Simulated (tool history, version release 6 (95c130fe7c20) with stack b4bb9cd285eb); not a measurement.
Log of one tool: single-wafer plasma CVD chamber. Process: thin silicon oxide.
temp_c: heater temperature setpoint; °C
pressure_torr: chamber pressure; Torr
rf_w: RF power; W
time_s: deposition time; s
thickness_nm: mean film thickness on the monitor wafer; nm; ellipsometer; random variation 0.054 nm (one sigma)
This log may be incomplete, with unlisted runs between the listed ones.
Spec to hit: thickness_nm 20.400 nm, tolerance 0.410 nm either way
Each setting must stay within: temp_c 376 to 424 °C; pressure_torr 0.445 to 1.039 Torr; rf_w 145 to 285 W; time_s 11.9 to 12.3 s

run	hour	temp_c	pressure_torr	rf_w	time_s	thickness_nm
1	0.0	400	0.742	215	11.9	17.456
2	5.7	400	0.754	215	11.9	17.612
3	13.5	400	0.754	200	11.9	17.230
4	16.2	400	0.754	200	11.9	17.309
# hour 23.7: RF generator calibrated
5	23.7	400	0.767	200	11.9	17.898
6	32.2	395	0.767	200	11.9	17.910
7	39.7	395	0.767	200	11.9	17.922
8	46.0	394	0.776	200	11.9	18.105
9	54.7	394	0.785	200	11.9	18.218
10	58.9	394	0.794	200	11.9	18.346
11	61.3	394	0.804	200	11.9	18.490
12	65.8	394	0.890	200	11.9	19.841
13	69.9	394	0.892	200	11.9	19.912
14	76.6	394	0.894	200	11.9	19.935

Of the 4 settings listed for the next run, only one would bring every result within its allowed miss of target. Which one?
A	83.3	388	0.941	210	12.3	?
B	83.3	392	0.908	215	12.3	?
C	83.3	398	0.913	185	12.3	?
D	83.3	398	0.932	205	12.3	?

move	thickness_nm
A	21.756
B	21.368
C	20.337
D	21.316
A: moves the result that the last run missed by most past its target, out the other side
B: moves the result that the last run missed by most past its target, out the other side
C: every result within its allowed miss
D: moves the result that the last run missed by most past its target, out the other side
The right move is C.

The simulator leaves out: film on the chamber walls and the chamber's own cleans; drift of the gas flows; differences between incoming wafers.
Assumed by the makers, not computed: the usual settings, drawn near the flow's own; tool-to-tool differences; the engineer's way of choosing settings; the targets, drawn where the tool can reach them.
